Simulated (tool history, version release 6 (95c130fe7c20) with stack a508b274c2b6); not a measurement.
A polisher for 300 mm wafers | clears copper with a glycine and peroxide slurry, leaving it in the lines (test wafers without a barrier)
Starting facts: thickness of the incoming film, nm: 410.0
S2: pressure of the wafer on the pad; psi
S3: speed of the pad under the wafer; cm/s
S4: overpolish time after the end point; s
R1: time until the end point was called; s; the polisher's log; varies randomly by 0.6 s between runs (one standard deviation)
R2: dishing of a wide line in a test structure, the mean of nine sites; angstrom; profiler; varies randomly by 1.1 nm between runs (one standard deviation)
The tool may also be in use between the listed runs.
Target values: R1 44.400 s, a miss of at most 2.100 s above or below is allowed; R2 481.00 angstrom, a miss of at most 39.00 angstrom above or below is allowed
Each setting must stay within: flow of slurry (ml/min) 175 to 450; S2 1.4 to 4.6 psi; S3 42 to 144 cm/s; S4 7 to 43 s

run 1 hour=0.0 | flow_of_slurry_(ml/min)=290 S2=3.0 S3=92 S4=22 | R1=59.054 R2=447.96
run 2 hour=0.6 | flow_of_slurry_(ml/min)=290 S2=3.1 S3=92 S4=22 | R1=58.121 R2=454.00
run 3 hour=7.9 | flow_of_slurry_(ml/min)=290 S2=3.2 S3=92 S4=22 | R1=56.618 R2=464.06
run 4 hour=12.6 | flow_of_slurry_(ml/min)=290 S2=3.2 S3=92 S4=28 | R1=55.808 R2=453.31
run 5 hour=16.6 | flow_of_slurry_(ml/min)=235 S2=3.2 S3=92 S4=28 | R1=56.519 R2=483.42
run 6 hour=17.6 | flow_of_slurry_(ml/min)=235 S2=3.8 S3=92 S4=28 | R1=50.251 R2=487.16
run 7 hour=19.7 | flow_of_slurry_(ml/min)=240 S2=3.9 S3=92 S4=27 | R1=49.927 R2=491.47
run 8 hour=20.4 | flow_of_slurry_(ml/min)=240 S2=3.9 S3=92 S4=27 | R1=49.376 R2=491.22
run 9 hour=28.1 | flow_of_slurry_(ml/min)=245 S2=4.0 S3=92 S4=26 | R1=49.019 R2=491.18
run 10 hour=36.5 | flow_of_slurry_(ml/min)=250 S2=4.1 S3=92 S4=25 | R1=48.015 R2=470.37

Which one of the following 4 next-run settings gets every result inside its allowed miss? There is exactly one.
run A hour=44.9 | flow_of_slurry_(ml/min)=245 S2=4.2 S3=72 S4=15 | R1=? R2=?
run B hour=44.9 | flow_of_slurry_(ml/min)=180 S2=3.6 S3=100 S4=21 | R1=? R2=?
run C hour=44.9 | flow_of_slurry_(ml/min)=195 S2=4.3 S3=86 S4=28 | R1=? R2=?
run D hour=44.9 | flow_of_slurry_(ml/min)=350 S2=4.1 S3=100 S4=32 | R1=? R2=?

move=A R1=55.805 R2=409.89
move=B R1=50.536 R2=456.86
move=C R1=49.312 R2=486.14
move=D R1=42.799 R2=489.71
A: lands further from the targets than the last run did
B: lands further from the targets than the last run did
C: lands further from the targets than the last run did
D: each result inside its tolerance
Move D is the one to make.

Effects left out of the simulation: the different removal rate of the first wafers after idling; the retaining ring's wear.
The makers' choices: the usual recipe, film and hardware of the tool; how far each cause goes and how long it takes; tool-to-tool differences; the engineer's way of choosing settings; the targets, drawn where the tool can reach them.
